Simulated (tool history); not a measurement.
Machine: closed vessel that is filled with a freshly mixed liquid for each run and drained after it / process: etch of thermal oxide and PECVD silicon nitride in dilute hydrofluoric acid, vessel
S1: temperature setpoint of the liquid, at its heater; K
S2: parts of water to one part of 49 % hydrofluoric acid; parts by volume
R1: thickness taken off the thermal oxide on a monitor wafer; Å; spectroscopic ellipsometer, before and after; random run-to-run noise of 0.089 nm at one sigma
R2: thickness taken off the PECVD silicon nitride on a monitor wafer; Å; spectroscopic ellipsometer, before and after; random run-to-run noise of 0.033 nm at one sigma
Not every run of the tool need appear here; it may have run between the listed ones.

run 1 hour=0 | S1=295.15 S2=90 time_in_the_liquid_(s)=440 | R1=211.63 R2=64.697
run 2 hour=2.2 | S1=296.15 S2=100 time_in_the_liquid_(s)=445 | R1=198.43 R2=62.996
run 3 hour=10.9 | S1=296.15 S2=100 time_in_the_liquid_(s)=555 | R1=248.53 R2=78.614
run 4 hour=14.6 | S1=294.15 S2=100 time_in_the_liquid_(s)=555 | R1=227.54 R2=69.07
run 5 hour=16.2 | S1=294.15 S2=125 time_in_the_liquid_(s)=555 | R1=176.8 R2=54.863
run 6 hour=20.7 | S1=292.15 S2=125 time_in_the_liquid_(s)=555 | R1=163.32 R2=48.51
run 7 hour=28.1 | S1=292.15 S2=125 time_in_the_liquid_(s)=555 | R1=162.86 R2=48.193

What will run 8 give?
run 8 hour=29.9 | S1=294.15 S2=130 time_in_the_liquid_(s)=560 | R1=? R2=?

{"run 8": {"R1": 170.38, "R2": 53.46}}
